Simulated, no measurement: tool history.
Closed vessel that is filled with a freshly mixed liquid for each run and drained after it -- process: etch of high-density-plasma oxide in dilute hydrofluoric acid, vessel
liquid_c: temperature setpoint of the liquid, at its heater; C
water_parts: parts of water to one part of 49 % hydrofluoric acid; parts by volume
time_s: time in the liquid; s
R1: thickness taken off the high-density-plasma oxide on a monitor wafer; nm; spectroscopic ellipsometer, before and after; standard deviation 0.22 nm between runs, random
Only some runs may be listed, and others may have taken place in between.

{"run": 1, "hour": 0.0, "liquid_c": 24, "water_parts": 95, "time_s": 555, "R1": 30.156}
{"run": 2, "hour": 4.0, "liquid_c": 27.5, "water_parts": 95, "time_s": 555, "R1": 34.69}
{"run": 3, "hour": 10.9, "liquid_c": 28, "water_parts": 90, "time_s": 555, "R1": 37.408}
{"run": 4, "hour": 12.7, "liquid_c": 31, "water_parts": 90, "time_s": 555, "R1": 42.166}
{"run": 5, "hour": 13.5, "liquid_c": 31, "water_parts": 85, "time_s": 555, "R1": 44.732}
{"run": 6, "hour": 18.4, "liquid_c": 32, "water_parts": 85, "time_s": 555, "R1": 47.156}
{"run": 7, "hour": 22.6, "liquid_c": 32, "water_parts": 80, "time_s": 555, "R1": 50.2}
{"run": 8, "hour": 28.6, "liquid_c": 32, "water_parts": 55, "time_s": 555, "R1": 75.733}
{"run": 9, "hour": 30.4, "liquid_c": 31.5, "water_parts": 55, "time_s": 555, "R1": 74.279}

Estimate the outcome of run 10 from the log above:
{"run": 10, "hour": 37.3, "liquid_c": 31, "water_parts": 55, "time_s": 555, "R1": "?"}

{"run 10": {"R1": 72.802}}
